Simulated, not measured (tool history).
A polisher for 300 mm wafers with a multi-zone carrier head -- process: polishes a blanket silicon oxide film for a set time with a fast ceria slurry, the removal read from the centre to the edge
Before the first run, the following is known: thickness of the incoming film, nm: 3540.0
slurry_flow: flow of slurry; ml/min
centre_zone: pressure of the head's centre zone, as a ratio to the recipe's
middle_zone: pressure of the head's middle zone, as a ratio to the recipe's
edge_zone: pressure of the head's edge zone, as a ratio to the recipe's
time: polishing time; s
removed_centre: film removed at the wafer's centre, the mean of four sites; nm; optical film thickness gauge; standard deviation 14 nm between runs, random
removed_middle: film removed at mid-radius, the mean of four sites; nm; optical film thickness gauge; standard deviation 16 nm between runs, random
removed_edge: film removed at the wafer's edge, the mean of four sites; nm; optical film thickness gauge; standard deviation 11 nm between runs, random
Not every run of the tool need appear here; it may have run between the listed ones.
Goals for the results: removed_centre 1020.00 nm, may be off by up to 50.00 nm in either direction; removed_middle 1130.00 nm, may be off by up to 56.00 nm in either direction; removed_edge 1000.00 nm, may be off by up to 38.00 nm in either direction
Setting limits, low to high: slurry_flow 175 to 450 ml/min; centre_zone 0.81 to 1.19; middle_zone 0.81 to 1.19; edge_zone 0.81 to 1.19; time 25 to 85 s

Run 1, hour 0.0: slurry_flow 290 ml/min, centre_zone 1.00, middle_zone 1.00, edge_zone 1.00, time 55 s. Result: removed_centre 869.13 nm, removed_middle 870.95 nm, removed_edge 879.26 nm.
Run 2, hour 7.3: slurry_flow 290 ml/min, centre_zone 1.00, middle_zone 1.00, edge_zone 1.00, time 43 s. Result: removed_centre 688.08 nm, removed_middle 699.69 nm, removed_edge 688.40 nm.
Run 3, hour 12.9: slurry_flow 295 ml/min, centre_zone 1.01, middle_zone 1.06, edge_zone 1.01, time 49 s. Result: removed_centre 792.09 nm, removed_middle 826.89 nm, removed_edge 778.59 nm.
Run 4, hour 16.2: slurry_flow 295 ml/min, centre_zone 1.01, middle_zone 1.06, edge_zone 0.96, time 49 s. Result: removed_centre 800.92 nm, removed_middle 834.10 nm, removed_edge 759.94 nm.
Run 5, hour 24.9: slurry_flow 295 ml/min, centre_zone 0.93, middle_zone 1.06, edge_zone 0.96, time 49 s. Result: removed_centre 741.85 nm, removed_middle 838.58 nm, removed_edge 759.23 nm.
Run 6, hour 33.1: slurry_flow 295 ml/min, centre_zone 0.93, middle_zone 1.06, edge_zone 0.89, time 49 s. Result: removed_centre 747.49 nm, removed_middle 842.11 nm, removed_edge 743.25 nm.
Run 7, hour 35.9: slurry_flow 295 ml/min, centre_zone 0.94, middle_zone 1.07, edge_zone 0.91, time 54 s. Result: removed_centre 808.98 nm, removed_middle 918.04 nm, removed_edge 830.11 nm.
Run 8, hour 38.7: slurry_flow 300 ml/min, centre_zone 0.97, middle_zone 1.09, edge_zone 0.92, time 57 s. Result: removed_centre 890.29 nm, removed_middle 1011.60 nm, removed_edge 884.26 nm.
Run 9, hour 46.4: slurry_flow 300 ml/min, centre_zone 0.99, middle_zone 1.10, edge_zone 0.94, time 59 s. Result: removed_centre 948.79 nm, removed_middle 1055.60 nm, removed_edge 913.48 nm.
Run 10, hour 50.7: slurry_flow 300 ml/min, centre_zone 0.99, middle_zone 1.10, edge_zone 0.96, time 60 s. Result: removed_centre 939.44 nm, removed_middle 1034.10 nm, removed_edge 941.18 nm.
Run 11, hour 55.8: slurry_flow 305 ml/min, centre_zone 1.00, middle_zone 1.11, edge_zone 0.96, time 61 s. Result: removed_centre 986.99 nm, removed_middle 1083.70 nm, removed_edge 949.24 nm.

5 next moves are on the table. One of them brings every result within its allowed miss. Which?
Run A, hour 60.9: slurry_flow 330 ml/min, centre_zone 1.07, middle_zone 1.19, edge_zone 0.92, time 58 s. Result: removed_centre ?, removed_middle ?, removed_edge ?.
Run B, hour 60.9: slurry_flow 250 ml/min, centre_zone 1.01, middle_zone 1.11, edge_zone 1.00, time 64 s. Result: removed_centre ?, removed_middle ?, removed_edge ?.
Run C, hour 60.9: slurry_flow 340 ml/min, centre_zone 1.11, middle_zone 1.16, edge_zone 0.97, time 57 s. Result: removed_centre ?, removed_middle ?, removed_edge ?.
Run D, hour 60.9: slurry_flow 345 ml/min, centre_zone 0.89, middle_zone 1.14, edge_zone 1.07, time 62 s. Result: removed_centre ?, removed_middle ?, removed_edge ?.
Run E, hour 60.9: slurry_flow 240 ml/min, centre_zone 0.93, middle_zone 1.09, edge_zone 0.96, time 64 s. Result: removed_centre ?, removed_middle ?, removed_edge ?.

move  removed_centre  removed_middle  removed_edge
   A          997.06         1095.40        877.60
   B         1021.60         1103.70        984.98
   C         1007.80         1055.80        886.42
   D          947.06         1133.50       1012.70
   E          961.17         1081.10        962.20
A: lands further from the targets than the last run did
B: all results in spec
C: lands further from the targets than the last run did
D: the furthest-off result lands on target, but another misses its tolerance
E: the furthest-off result lands on target, but another misses its tolerance
Answer: B
